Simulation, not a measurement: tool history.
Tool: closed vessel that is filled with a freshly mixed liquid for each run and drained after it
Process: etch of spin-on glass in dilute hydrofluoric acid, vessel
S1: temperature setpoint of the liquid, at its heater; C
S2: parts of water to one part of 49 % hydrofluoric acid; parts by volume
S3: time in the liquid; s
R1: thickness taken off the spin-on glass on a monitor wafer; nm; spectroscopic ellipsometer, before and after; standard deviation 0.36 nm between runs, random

run  hour    S1   S2   S3      R1
  1     0    26  140  165  59.435
  2   5.3  27.5  140  165  62.857
  3  10.6    29  140  165  66.759
  4  11.5    29  140  165  67.271
  5  16.9    29  175  165  51.083
  6  18.9    29  175  175  53.854
  7  19.7    30  170  175  58.358

Run 8 has not been measured yet. What should we expect?
  8    22  30.5  165  175   ?

For run 8 the tool returned R1 61.399 nm.

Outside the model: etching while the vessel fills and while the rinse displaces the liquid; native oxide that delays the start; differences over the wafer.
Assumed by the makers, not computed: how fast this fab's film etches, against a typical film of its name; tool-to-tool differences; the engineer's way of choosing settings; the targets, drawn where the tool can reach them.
